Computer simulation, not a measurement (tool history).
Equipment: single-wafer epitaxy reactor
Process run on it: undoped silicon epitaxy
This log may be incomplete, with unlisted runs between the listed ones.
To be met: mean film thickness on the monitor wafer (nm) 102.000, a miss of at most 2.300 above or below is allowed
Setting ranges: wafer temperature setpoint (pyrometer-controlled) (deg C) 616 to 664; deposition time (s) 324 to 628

| run | hour | wafer temperature setpoint (pyrometer-controlled) (deg C) | deposition time (s) | mean film thickness on the monitor wafer (nm) |
|---|---|---|---|---|
| 1 | 0.0 | 640 | 476 | 64.965 |
| 2 | 1.9 | 647 | 476 | 77.146 |
| 3 | 10.0 | 651 | 477 | 84.088 |
| 4 | 12.3 | 640 | 477 | 64.155 |
| 5 | 14.8 | 640 | 416 | 56.699 |
| 6 | 22.4 | 646 | 416 | 65.184 |
| 7 | 24.5 | 652 | 420 | 76.495 |
| 8 | 26.4 | 656 | 421 | 84.957 |

Which one of the following 4 next-run settings gets every result inside its allowed miss? There is exactly one.
| A | 28.3 | 661 | 417 | ? |
| B | 28.3 | 659 | 477 | ? |
| C | 28.3 | 658 | 460 | ? |
| D | 28.3 | 658 | 464 | ? |

| move | mean film thickness on the monitor wafer (nm) |
|---|---|
| A | 95.616 |
| B | 104.210 |
| C | 98.092 |
| D | 98.945 |
A: nearer the targets than the last run, but a result is still out of spec
B: in spec on every target
C: nearer the targets than the last run, but a result is still out of spec
D: nearer the targets than the last run, but a result is still out of spec
Answer: B
